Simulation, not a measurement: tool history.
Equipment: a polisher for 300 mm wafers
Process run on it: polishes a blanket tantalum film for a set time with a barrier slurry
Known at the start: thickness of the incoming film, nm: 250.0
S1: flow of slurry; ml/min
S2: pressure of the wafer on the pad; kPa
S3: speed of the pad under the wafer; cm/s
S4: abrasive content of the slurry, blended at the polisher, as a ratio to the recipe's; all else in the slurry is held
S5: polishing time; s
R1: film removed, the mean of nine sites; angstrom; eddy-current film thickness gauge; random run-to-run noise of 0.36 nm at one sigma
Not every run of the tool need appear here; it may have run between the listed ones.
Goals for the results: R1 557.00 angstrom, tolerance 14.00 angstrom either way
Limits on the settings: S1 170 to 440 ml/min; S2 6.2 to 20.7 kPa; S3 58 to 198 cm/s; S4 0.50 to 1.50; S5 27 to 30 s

Run 1, hour 0.0: S1 280 ml/min, S2 13.1 kPa, S3 128 cm/s, S4 1.00, S5 30 s. Result: R1 496.81 angstrom.
Run 2, hour 7.0: S1 280 ml/min, S2 13.1 kPa, S3 128 cm/s, S4 1.00, S5 27 s. Result: R1 439.49 angstrom.
Run 3, hour 12.9: S1 280 ml/min, S2 13.1 kPa, S3 128 cm/s, S4 1.10, S5 27 s. Result: R1 450.70 angstrom.
Run 4, hour 20.8: S1 285 ml/min, S2 13.8 kPa, S3 128 cm/s, S4 1.10, S5 27 s. Result: R1 471.88 angstrom.
Run 5, hour 26.6: S1 250 ml/min, S2 13.8 kPa, S3 128 cm/s, S4 1.10, S5 27 s. Result: R1 467.74 angstrom.
Run 6, hour 28.6: S1 250 ml/min, S2 13.8 kPa, S3 100 cm/s, S4 1.10, S5 27 s. Result: R1 387.25 angstrom.
Run 7, hour 34.7: S1 255 ml/min, S2 14.5 kPa, S3 100 cm/s, S4 1.10, S5 27 s. Result: R1 402.07 angstrom.
Run 8, hour 42.9: S1 255 ml/min, S2 15.2 kPa, S3 100 cm/s, S4 1.10, S5 27 s. Result: R1 412.05 angstrom.
Run 9, hour 46.5: S1 280 ml/min, S2 19.3 kPa, S3 102 cm/s, S4 1.10, S5 27 s. Result: R1 522.29 angstrom.

5 next moves are on the table. One of them brings every result within its allowed miss. Which?
Run A, hour 50.1: S1 235 ml/min, S2 19.3 kPa, S3 104 cm/s, S4 1.15, S5 30 s. Result: R1 ?.
Run B, hour 50.1: S1 320 ml/min, S2 17.9 kPa, S3 102 cm/s, S4 1.25, S5 28 s. Result: R1 ?.
Run C, hour 50.1: S1 295 ml/min, S2 20.7 kPa, S3 94 cm/s, S4 1.20, S5 30 s. Result: R1 ?.
Run D, hour 50.1: S1 305 ml/min, S2 20.7 kPa, S3 84 cm/s, S4 1.10, S5 29 s. Result: R1 ?.
Run E, hour 50.1: S1 295 ml/min, S2 19.3 kPa, S3 98 cm/s, S4 1.10, S5 29 s. Result: R1 ?.

move      R1
   A  593.65
   B  540.11
   C  605.11
   D  528.16
   E  555.40
A: takes the result that was furthest off past its target
B: an improvement on the last run, though not all results are within tolerance
C: takes the result that was furthest off past its target
D: an improvement on the last run, though not all results are within tolerance
E: every result lands within tolerance
Answer: E
